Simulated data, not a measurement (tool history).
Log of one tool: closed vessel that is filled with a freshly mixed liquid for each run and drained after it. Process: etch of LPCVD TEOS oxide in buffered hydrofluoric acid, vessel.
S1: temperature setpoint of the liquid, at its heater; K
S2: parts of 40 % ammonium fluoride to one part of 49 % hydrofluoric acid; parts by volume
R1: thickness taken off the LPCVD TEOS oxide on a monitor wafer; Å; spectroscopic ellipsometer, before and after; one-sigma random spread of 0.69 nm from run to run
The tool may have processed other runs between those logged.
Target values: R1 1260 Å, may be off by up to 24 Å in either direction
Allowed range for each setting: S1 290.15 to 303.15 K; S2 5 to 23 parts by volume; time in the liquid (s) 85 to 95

{"run": 1, "hour": 0.0, "S1": 295.15, "S2": 14, "time in the liquid (s)": 85, "R1": 1000.4}
{"run": 2, "hour": 4.2, "S1": 295.15, "S2": 16.5, "time in the liquid (s)": 85, "R1": 853.45}
{"run": 3, "hour": 11.9, "S1": 293.15, "S2": 16.5, "time in the liquid (s)": 85, "R1": 760.3}
{"run": 4, "hour": 14.2, "S1": 291.15, "S2": 16.5, "time in the liquid (s)": 85, "R1": 676.24}
{"run": 5, "hour": 16.9, "S1": 293.65, "S2": 16.5, "time in the liquid (s)": 85, "R1": 782}
{"run": 6, "hour": 19.1, "S1": 295.65, "S2": 16.5, "time in the liquid (s)": 85, "R1": 873.22}
{"run": 7, "hour": 21.7, "S1": 297.15, "S2": 16.5, "time in the liquid (s)": 85, "R1": 958.47}
{"run": 8, "hour": 30.1, "S1": 298.15, "S2": 16.5, "time in the liquid (s)": 85, "R1": 1005.8}
{"run": 9, "hour": 37.8, "S1": 299.15, "S2": 16.5, "time in the liquid (s)": 85, "R1": 1050.8}
{"run": 10, "hour": 42.9, "S1": 300.15, "S2": 16.5, "time in the liquid (s)": 85, "R1": 1115}
{"run": 11, "hour": 43.5, "S1": 300.65, "S2": 16.5, "time in the liquid (s)": 85, "R1": 1149.6}
{"run": 12, "hour": 44.3, "S1": 301.15, "S2": 16.5, "time in the liquid (s)": 85, "R1": 1184.4}

Below are 4 possible settings for the next run. Only one of them brings all results inside the allowed miss of their targets. Which is it?
{"run": "A", "hour": 45.1, "S1": 301.15, "S2": 16, "time in the liquid (s)": 85, "R1": "?"}
{"run": "B", "hour": 45.1, "S1": 300.65, "S2": 15, "time in the liquid (s)": 85, "R1": "?"}
{"run": "C", "hour": 45.1, "S1": 301.65, "S2": 17.5, "time in the liquid (s)": 90, "R1": "?"}
{"run": "D", "hour": 45.1, "S1": 300.15, "S2": 15.5, "time in the liquid (s)": 95, "R1": "?"}

move=A R1=1196.1
move=B R1=1240.8
move=C R1=1190.9
move=D R1=1307.4
A: moves toward the targets from the last run without getting all of them in spec
B: all results in spec
C: moves toward the targets from the last run without getting all of them in spec
D: the result that was furthest off in the last run now lies on the other side of its target
Move B is the one to make.
